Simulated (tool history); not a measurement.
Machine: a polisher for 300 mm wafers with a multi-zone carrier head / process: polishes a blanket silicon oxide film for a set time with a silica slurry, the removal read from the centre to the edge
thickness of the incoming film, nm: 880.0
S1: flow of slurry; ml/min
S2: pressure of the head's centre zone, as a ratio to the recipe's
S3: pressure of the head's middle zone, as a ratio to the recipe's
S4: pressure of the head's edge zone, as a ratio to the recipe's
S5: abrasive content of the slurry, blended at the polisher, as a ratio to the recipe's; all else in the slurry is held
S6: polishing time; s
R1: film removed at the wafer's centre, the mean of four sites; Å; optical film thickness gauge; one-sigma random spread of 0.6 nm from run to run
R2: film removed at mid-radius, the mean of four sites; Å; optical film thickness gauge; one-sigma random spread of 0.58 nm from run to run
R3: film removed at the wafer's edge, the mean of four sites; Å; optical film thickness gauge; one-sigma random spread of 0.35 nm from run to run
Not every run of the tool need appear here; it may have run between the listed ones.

{"run": 1, "hour": 0.0, "S1": 280, "S2": 1.0, "S3": 1.0, "S4": 1.0, "S5": 1.0, "S6": 34, "R1": 921.21, "R2": 942.68, "R3": 926.66}
{"run": 2, "hour": 2.9, "S1": 280, "S2": 1.0, "S3": 1.0, "S4": 1.0, "S5": 1.0, "S6": 30, "R1": 823.15, "R2": 794.5, "R3": 814.53}
{"run": 3, "hour": 4.9, "S1": 280, "S2": 1.0, "S3": 1.05, "S4": 1.0, "S5": 1.0, "S6": 30, "R1": 806.16, "R2": 847.6, "R3": 806.39}
{"run": 4, "hour": 6.4, "S1": 275, "S2": 0.98, "S3": 1.03, "S4": 0.98, "S5": 0.9, "S6": 28, "R1": 686.96, "R2": 714.32, "R3": 697.98}
{"run": 5, "hour": 8.8, "S1": 330, "S2": 0.98, "S3": 1.03, "S4": 0.98, "S5": 0.9, "S6": 28, "R1": 716.63, "R2": 739.07, "R3": 708.38}
{"run": 6, "hour": 12.8, "S1": 325, "S2": 0.96, "S3": 1.0, "S4": 0.95, "S5": 0.8, "S6": 27, "R1": 613.35, "R2": 634.06, "R3": 605.47}

Forecast run 7:
{"run": 7, "hour": 19.6, "S1": 315, "S2": 0.94, "S3": 0.96, "S4": 0.93, "S5": 0.8, "S6": 27, "R1": "?", "R2": "?", "R3": "?"}

{"run 7": {"R1": 593.01, "R2": 593.48, "R3": 595.85}}

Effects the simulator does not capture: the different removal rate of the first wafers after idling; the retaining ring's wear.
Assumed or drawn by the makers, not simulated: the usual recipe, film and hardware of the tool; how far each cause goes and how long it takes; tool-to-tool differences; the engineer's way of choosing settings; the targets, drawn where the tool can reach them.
